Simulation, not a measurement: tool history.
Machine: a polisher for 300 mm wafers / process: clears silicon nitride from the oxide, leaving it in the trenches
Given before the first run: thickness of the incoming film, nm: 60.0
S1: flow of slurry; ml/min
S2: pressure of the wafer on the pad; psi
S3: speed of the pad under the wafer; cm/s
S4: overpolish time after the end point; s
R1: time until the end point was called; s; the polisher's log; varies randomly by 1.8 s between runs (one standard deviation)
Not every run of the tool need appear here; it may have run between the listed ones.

run	hour	S1	S2	S3	S4	R1
1	0	305	2.5	94	12	92.441
2	6.6	305	2.4	94	12	97.103
3	9.4	305	2.4	112	12	81.909
4	13	305	2.3	112	12	83.846
5	17.4	305	2.3	112	10	85.07
6	24	305	2.2	112	10	89.625
7	32.4	305	2.1	112	10	91.542
8	33.4	305	2	112	10	96.909
9	40.8	305	2	112	10	99.262
10	49.1	305	1.9	112	10	103.22
11	52.3	305	1.8	112	10	108.18

For run 12, what comes out?
12	57.9	305	1.4	110	10	?

Run 12 measured R1 137.05 s.
